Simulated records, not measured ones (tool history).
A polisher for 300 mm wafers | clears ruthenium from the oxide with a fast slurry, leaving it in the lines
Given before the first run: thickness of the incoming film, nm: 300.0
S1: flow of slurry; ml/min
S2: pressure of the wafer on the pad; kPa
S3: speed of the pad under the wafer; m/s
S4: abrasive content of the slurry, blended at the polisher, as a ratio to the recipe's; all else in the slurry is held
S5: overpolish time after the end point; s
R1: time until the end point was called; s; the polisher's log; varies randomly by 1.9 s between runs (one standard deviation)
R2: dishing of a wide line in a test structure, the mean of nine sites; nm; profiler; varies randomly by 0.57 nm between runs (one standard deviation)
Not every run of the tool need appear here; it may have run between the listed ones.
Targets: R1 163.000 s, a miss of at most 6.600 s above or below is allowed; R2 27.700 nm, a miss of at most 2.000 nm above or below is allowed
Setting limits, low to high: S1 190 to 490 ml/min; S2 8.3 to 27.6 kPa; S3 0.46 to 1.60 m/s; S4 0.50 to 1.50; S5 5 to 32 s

run 1 hour=0.0 | S1=315 S2=17.9 S3=1.02 S4=1.00 S5=16 | R1=83.053 R2=45.764
run 2 hour=8.6 | S1=365 S2=17.9 S3=1.02 S4=1.00 S5=16 | R1=82.022 R2=46.336
run 3 hour=14.4 | S1=290 S2=17.9 S3=1.02 S4=1.00 S5=16 | R1=84.263 R2=46.590
run 4 hour=18.0 | S1=290 S2=17.9 S3=1.02 S4=0.90 S5=16 | R1=86.401 R2=44.900
run 5 hour=24.0 | S1=290 S2=17.9 S3=1.02 S4=0.70 S5=16 | R1=94.015 R2=41.828
run 6 hour=27.5 | S1=290 S2=17.9 S3=1.02 S4=0.60 S5=16 | R1=99.710 R2=39.013
run 7 hour=31.4 | S1=290 S2=17.2 S3=1.02 S4=0.60 S5=16 | R1=103.240 R2=38.194
run 8 hour=33.4 | S1=290 S2=16.5 S3=1.02 S4=0.60 S5=16 | R1=105.190 R2=36.303
run 9 hour=39.5 | S1=290 S2=15.9 S3=1.02 S4=0.60 S5=17 | R1=108.880 R2=38.235
run 10 hour=41.0 | S1=290 S2=11.0 S3=1.00 S4=0.60 S5=17 | R1=155.010 R2=27.449

Consider the 5 candidate settings below. Which is the only one whose results all fall within their allowed miss of target?
run A hour=42.5 | S1=220 S2=14.5 S3=0.80 S4=0.65 S5=14 | R1=? R2=?
run B hour=42.5 | S1=340 S2=11.7 S3=0.82 S4=0.60 S5=15 | R1=? R2=?
run C hour=42.5 | S1=275 S2=11.7 S3=1.00 S4=0.65 S5=16 | R1=? R2=?
run D hour=42.5 | S1=275 S2=10.3 S3=0.92 S4=0.60 S5=19 | R1=? R2=?
run E hour=42.5 | S1=305 S2=9.7 S3=1.02 S4=0.70 S5=18 | R1=? R2=?

move=A R1=141.530 R2=24.230
move=B R1=165.940 R2=22.252
move=C R1=144.850 R2=26.874
move=D R1=175.500 R2=26.374
move=E R1=164.650 R2=26.616
A: the biggest miss grows against the last run
B: brings the result that was furthest off to its target, and leaves another outside
C: the biggest miss grows against the last run
D: takes the biggest miss from the last run beyond its target
E: every result within its allowed miss
The right move is E.
